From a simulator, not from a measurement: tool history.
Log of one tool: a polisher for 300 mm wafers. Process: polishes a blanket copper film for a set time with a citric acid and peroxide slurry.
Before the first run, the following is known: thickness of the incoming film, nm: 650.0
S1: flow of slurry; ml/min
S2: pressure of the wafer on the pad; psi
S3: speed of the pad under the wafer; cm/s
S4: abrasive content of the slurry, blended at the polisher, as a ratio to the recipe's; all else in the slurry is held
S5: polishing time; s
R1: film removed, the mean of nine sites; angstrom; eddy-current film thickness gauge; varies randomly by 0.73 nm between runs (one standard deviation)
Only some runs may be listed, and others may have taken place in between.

Run 1, hour 0: S1 190 ml/min, S2 2.6 psi, S3 102 cm/s, S4 1, S5 42 s. Result: R1 791.82 angstrom.
Run 2, hour 0.9: S1 215 ml/min, S2 2.6 psi, S3 102 cm/s, S4 1, S5 42 s. Result: R1 792.65 angstrom.
Run 3, hour 6.3: S1 215 ml/min, S2 3.1 psi, S3 102 cm/s, S4 1, S5 42 s. Result: R1 945.66 angstrom.
Run 4, hour 8.6: S1 215 ml/min, S2 2.6 psi, S3 100 cm/s, S4 1, S5 42 s. Result: R1 793.88 angstrom.
Run 5, hour 11.7: S1 215 ml/min, S2 2.2 psi, S3 98 cm/s, S4 1, S5 42 s. Result: R1 652.7 angstrom.
Run 6, hour 19.6: S1 215 ml/min, S2 2 psi, S3 98 cm/s, S4 1, S5 42 s. Result: R1 580.51 angstrom.

Run 7 comes next. What will it give?
Run 7, hour 21.3: S1 215 ml/min, S2 1.9 psi, S3 98 cm/s, S4 1, S5 42 s. Result: R1 ?.

{"run 7": {"R1": 576.64}}
